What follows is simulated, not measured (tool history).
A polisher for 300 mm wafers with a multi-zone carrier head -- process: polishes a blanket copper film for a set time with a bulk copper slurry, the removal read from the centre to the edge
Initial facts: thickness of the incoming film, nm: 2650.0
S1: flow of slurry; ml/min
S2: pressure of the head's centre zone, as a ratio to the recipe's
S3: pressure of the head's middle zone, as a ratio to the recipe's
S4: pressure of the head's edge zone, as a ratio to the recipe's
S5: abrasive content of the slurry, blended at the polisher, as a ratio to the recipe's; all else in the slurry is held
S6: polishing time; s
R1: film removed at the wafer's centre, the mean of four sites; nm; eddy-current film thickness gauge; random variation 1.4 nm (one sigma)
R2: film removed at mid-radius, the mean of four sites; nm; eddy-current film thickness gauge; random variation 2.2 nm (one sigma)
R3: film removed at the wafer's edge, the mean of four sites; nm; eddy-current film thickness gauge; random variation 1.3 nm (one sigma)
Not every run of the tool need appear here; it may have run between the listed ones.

run  hour   S1    S2    S3    S4    S5  S6      R1      R2      R3
  1     0  140     1     1     1     1  40  269.67  263.92   258.8
  2   2.5  140     1  0.97     1     1  40  269.31  259.83  259.31
  3   9.4  140     1  1.04     1     1  40  272.32  275.58  259.01
  4  16.5  140     1  1.04     1  0.95  40  267.45  262.95  254.32
  5  18.8  130  0.96  1.02  0.98  0.85  39  232.28  245.04  236.15
  6  26.9  125  0.95  0.98  0.97  0.75  38   218.9  221.26  218.03
  7  33.5  115  0.92  0.95  0.97   0.7  37  198.34  197.89   206.9

Predict the results of run 8:
  8  41.9  115  0.92  0.95  0.97  0.7  37   ?   ?   ?

{"run 8": {"R1": 195.54, "R2": 201.97, "R3": 203.99}}

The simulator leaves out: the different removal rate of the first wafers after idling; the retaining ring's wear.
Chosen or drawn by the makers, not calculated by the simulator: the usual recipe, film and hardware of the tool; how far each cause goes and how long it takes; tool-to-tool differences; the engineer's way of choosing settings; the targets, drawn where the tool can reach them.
